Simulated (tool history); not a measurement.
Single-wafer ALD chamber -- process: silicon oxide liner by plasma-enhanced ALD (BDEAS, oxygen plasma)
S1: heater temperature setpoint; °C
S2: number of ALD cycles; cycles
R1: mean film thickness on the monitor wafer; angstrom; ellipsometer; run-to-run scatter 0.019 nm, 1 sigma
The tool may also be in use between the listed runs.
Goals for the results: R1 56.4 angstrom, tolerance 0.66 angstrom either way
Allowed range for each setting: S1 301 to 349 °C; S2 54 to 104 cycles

run	hour	S1	S2	R1
1	0	325	79	75.557
2	4	327	72	68.948
3	4.7	329	68	64.951
4	7.7	332	65	61.346
5	10	332	76	72.198
6	16.7	333	71	67.598
7	22.4	333	67	63.993
8	23.6	333	64	60.615
9	27.6	334	63	59.748
10	32.1	335	62	58.806
11	39.7	336	61	57.83
12	47.5	342	59	55.371
13	49.3	341	59	55.611
14	55.2	340	59	55.682

Which of these 5 next moves meets every target?
A	61.1	348	59	?
B	61.1	349	59	?
C	61.1	338	58	?
D	61.1	337	58	?
E	61.1	341	60	?

move	R1
A	54.981
B	54.908
C	54.758
D	54.829
E	56.426
A: the biggest miss grows against the last run
B: the biggest miss grows against the last run
C: the biggest miss grows against the last run
D: the biggest miss grows against the last run
E: all results land within tolerance of their targets
So the answer is move E, the one that meets all the targets.
